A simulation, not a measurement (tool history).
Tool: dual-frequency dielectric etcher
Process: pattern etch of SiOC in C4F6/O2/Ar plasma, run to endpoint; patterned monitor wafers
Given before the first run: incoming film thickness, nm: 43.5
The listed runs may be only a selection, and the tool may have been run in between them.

run,hour,bias power (kW),source power (kW),endpoint time (s)
1,0,0.534,0.24,18.295
2,2,0.503,0.24,18.774
3,9.5,0.479,0.24,19.179
4,18.5,0.46,0.24,19.35
5,20.4,0.442,0.24,19.585
6,28.4,0.442,0.28,18.389
7,34.2,0.419,0.27,19.09
8,39.7,0.401,0.27,19.35
9,43,0.386,0.27,19.58

Estimate the outcome of run 10 from the log above:
10,44.2,0.373,0.27,?

Run 10 yielded endpoint time (s) 20.041.

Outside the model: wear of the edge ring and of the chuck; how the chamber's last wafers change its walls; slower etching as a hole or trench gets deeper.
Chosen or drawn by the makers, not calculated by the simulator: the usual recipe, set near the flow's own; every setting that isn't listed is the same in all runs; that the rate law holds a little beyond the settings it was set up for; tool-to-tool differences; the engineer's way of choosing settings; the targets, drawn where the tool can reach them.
